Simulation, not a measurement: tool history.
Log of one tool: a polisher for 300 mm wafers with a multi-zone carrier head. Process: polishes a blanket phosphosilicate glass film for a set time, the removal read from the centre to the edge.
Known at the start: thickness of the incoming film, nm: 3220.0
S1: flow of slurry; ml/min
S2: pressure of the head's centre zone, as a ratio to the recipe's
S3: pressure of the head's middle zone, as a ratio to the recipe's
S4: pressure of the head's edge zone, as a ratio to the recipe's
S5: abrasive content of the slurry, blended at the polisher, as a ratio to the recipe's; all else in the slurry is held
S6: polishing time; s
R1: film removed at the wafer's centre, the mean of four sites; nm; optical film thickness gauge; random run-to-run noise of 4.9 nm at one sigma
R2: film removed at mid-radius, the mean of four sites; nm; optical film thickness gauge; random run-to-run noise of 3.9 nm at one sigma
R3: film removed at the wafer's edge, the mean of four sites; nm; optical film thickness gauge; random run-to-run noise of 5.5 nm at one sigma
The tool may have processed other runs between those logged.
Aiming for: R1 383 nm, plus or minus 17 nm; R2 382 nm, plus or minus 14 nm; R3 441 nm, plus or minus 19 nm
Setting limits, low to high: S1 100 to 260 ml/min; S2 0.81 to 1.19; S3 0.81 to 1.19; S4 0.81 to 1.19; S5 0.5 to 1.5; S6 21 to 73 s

| run | day | S1 | S2 | S3 | S4 | S5 | S6 | R1 | R2 | R3 |
|---|---|---|---|---|---|---|---|---|---|---|
| 1 | 0 | 165 | 1 | 1 | 1 | 1 | 47 | 319.88 | 324.85 | 337.55 |
| 2 | 0.371 | 165 | 1.08 | 1 | 1 | 1 | 47 | 349.78 | 328.67 | 345.34 |
| 3 | 0.529 | 165 | 1.07 | 1 | 1.02 | 1.05 | 47 | 370.59 | 340.83 | 351.93 |
| 4 | 0.842 | 165 | 1.07 | 1 | 1.02 | 1.05 | 53 | 408.71 | 385.75 | 405.67 |
| 5 | 1.088 | 165 | 1.07 | 1 | 1.02 | 1.05 | 63 | 492.66 | 454.19 | 492.16 |
| 6 | 1.225 | 160 | 1.06 | 0.99 | 1.01 | 1.05 | 63 | 470.8 | 457.56 | 483.96 |
| 7 | 1.321 | 160 | 1.05 | 0.98 | 1.01 | 1.05 | 63 | 463.17 | 443.54 | 479.96 |
| 8 | 1.508 | 155 | 1.04 | 0.97 | 1.01 | 1.05 | 63 | 462.27 | 435.03 | 467.14 |
| 9 | 1.85 | 150 | 1.02 | 0.97 | 1.02 | 1.05 | 63 | 450.29 | 436.26 | 463.92 |
| 10 | 1.921 | 150 | 1 | 0.96 | 1.03 | 1.05 | 63 | 440.3 | 437.47 | 470.28 |
| 11 | 2.112 | 150 | 0.99 | 0.95 | 1.03 | 1.05 | 63 | 433.82 | 435.08 | 479.53 |
| 12 | 2.25 | 145 | 0.99 | 0.94 | 1.03 | 1.05 | 63 | 434.93 | 420.83 | 471.81 |
| 13 | 2.592 | 140 | 0.98 | 0.94 | 1.03 | 1.05 | 63 | 423.85 | 424.75 | 473.88 |
|  | 2.717 | slurry nozzle cleaned |
| 14 | 2.717 | 140 | 0.98 | 0.93 | 1.02 | 1.05 | 63 | 461.14 | 448.32 | 488.5 |
| 15 | 2.871 | 140 | 0.98 | 0.93 | 1.03 | 1.05 | 63 | 452.81 | 448.08 | 492.69 |
| 16 | 3.038 | 140 | 0.98 | 0.93 | 1.03 | 1.05 | 63 | 457.39 | 449.34 | 481.37 |
| 17 | 3.079 | 140 | 0.98 | 0.93 | 1.03 | 1.05 | 63 | 466.18 | 444.95 | 483.87 |
| 18 | 3.392 | 145 | 0.98 | 0.93 | 1.04 | 1 | 63 | 453.03 | 433.23 | 476.73 |
| 19 | 3.667 | 145 | 0.98 | 0.93 | 1.04 | 1 | 63 | 439.66 | 430.76 | 479.68 |
| 20 | 3.792 | 145 | 0.98 | 0.93 | 1.04 | 0.95 | 63 | 438.9 | 427.67 | 465.43 |
| 21 | 4.083 | 145 | 0.97 | 0.92 | 1.05 | 0.95 | 63 | 428.38 | 425.2 | 469.56 |
| 22 | 4.371 | 145 | 0.97 | 0.91 | 1.06 | 0.95 | 63 | 424.43 | 418.85 | 467.33 |
| 23 | 4.417 | 145 | 0.97 | 0.91 | 1.07 | 0.95 | 63 | 442.22 | 407.37 | 481.61 |

Which single option among these 4 for the next run brings every result within its allowed miss of target? Just one does.
| A | 4.462 | 150 | 1.07 | 0.91 | 0.95 | 0.85 | 66 | ? | ? | ? |
| B | 4.462 | 125 | 0.88 | 1.07 | 1.02 | 0.95 | 58 | ? | ? | ? |
| C | 4.462 | 165 | 0.85 | 1.02 | 1.19 | 0.9 | 60 | ? | ? | ? |
| D | 4.462 | 100 | 0.92 | 0.87 | 0.97 | 1 | 63 | ? | ? | ? |

| move | R1 | R2 | R3 |
|---|---|---|---|
| A | 471.31 | 411.52 | 440 |
| B | 350.55 | 429.14 | 414.34 |
| C | 359.22 | 434.47 | 458.72 |
| D | 386.23 | 383.31 | 440.03 |
A: its largest miss is bigger than the last run's
B: carries the result that was furthest off beyond its target, to the other side
C: carries the result that was furthest off beyond its target, to the other side
D: every result lands within tolerance
Go with D: it meets all targets.
